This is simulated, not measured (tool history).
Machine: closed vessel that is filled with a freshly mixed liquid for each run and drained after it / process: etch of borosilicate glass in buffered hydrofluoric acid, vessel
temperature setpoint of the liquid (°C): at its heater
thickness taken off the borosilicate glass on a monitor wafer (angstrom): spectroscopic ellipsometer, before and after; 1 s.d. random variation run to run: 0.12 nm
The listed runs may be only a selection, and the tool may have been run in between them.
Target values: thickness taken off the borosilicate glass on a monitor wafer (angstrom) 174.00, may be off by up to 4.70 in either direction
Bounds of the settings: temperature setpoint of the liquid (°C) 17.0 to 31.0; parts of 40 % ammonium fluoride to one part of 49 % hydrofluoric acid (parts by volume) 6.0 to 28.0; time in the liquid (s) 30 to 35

run	day	temperature setpoint of the liquid (°C)	parts of 40 % ammonium fluoride to one part of 49 % hydrofluoric acid (parts by volume)	time in the liquid (s)	thickness taken off the borosilicate glass on a monitor wafer (angstrom)
1	0.000	23.0	17.0	35	247.62
2	0.292	21.5	17.0	35	230.89
3	0.379	20.5	17.5	35	209.48
4	0.575	20.0	17.5	35	205.95
5	0.683	22.5	17.5	35	234.96
6	1.054	21.5	17.5	35	221.27
7	1.212	20.5	17.5	35	209.84
8	1.296	19.5	17.5	35	201.43
9	1.479	19.0	17.5	35	196.02
10	1.700	19.0	17.5	35	195.98
11	1.938	18.5	17.5	35	187.32
12	2.012	18.0	17.5	35	184.15

Below are 4 possible settings for the next run. Only one of them brings all results inside the allowed miss of their targets. Which is it?
A	2.088	17.5	16.0	35	?
B	2.088	17.5	14.0	30	?
C	2.088	19.0	17.0	35	?
D	2.088	20.0	17.5	30	?

move	thickness taken off the borosilicate glass on a monitor wafer (angstrom)
A	197.02
B	192.82
C	201.62
D	177.44
A: the biggest miss grows against the last run
B: the biggest miss grows against the last run
C: the biggest miss grows against the last run
D: in spec on every target
Move D is the one to make.

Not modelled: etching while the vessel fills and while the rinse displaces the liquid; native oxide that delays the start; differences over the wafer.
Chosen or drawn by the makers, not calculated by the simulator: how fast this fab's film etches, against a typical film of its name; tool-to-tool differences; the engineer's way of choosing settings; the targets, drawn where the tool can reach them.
